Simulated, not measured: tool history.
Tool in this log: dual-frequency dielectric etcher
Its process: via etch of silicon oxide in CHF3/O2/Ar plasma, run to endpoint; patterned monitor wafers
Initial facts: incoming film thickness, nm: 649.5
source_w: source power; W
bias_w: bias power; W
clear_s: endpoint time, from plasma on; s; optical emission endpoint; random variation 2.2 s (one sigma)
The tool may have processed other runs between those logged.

run 1 hour=0.0 | source_w=670 bias_w=230 | clear_s=274.77
run 2 hour=3.0 | source_w=610 bias_w=212 | clear_s=294.23
run 3 hour=6.6 | source_w=560 bias_w=200 | clear_s=315.85
run 4 hour=13.9 | source_w=530 bias_w=197 | clear_s=315.74
run 5 hour=15.5 | source_w=500 bias_w=188 | clear_s=331.50
run 6 hour=17.0 | source_w=610 bias_w=188 | clear_s=314.50
run 7 hour=20.2 | source_w=470 bias_w=144 | clear_s=389.16
run 8 hour=24.2 | source_w=490 bias_w=146 | clear_s=378.87

Run 9 comes next. What will it give?
run 9 hour=30.2 | source_w=500 bias_w=147 | clear_s=?

clear_s: 379.27 s
